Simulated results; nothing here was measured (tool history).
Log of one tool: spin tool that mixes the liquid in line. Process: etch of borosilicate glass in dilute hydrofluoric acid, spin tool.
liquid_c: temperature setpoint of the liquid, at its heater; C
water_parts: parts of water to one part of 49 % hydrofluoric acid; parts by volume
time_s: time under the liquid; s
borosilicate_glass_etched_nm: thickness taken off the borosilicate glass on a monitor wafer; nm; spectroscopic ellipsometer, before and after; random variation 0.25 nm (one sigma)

run	hour	liquid_c	water_parts	time_s	borosilicate_glass_etched_nm
1	0	22	105	115	39.231
2	5.7	23.5	105	115	41.343
3	12	23.5	105	125	45.269
4	12.7	21.5	105	125	41.937
5	21.4	23	105	125	44.054
6	28.4	23	115	125	39.713
7	31.5	24.5	115	125	42.252
# hour 38.4: hydrofluoric acid flow meter replaced
8	38.4	25.5	115	125	47.673
9	43.9	26	115	125	48.597

Run 10 comes next. What will it give?
10	48.4	26.5	115	125	?

Run 10 gave borosilicate_glass_etched_nm 49.296 nm.
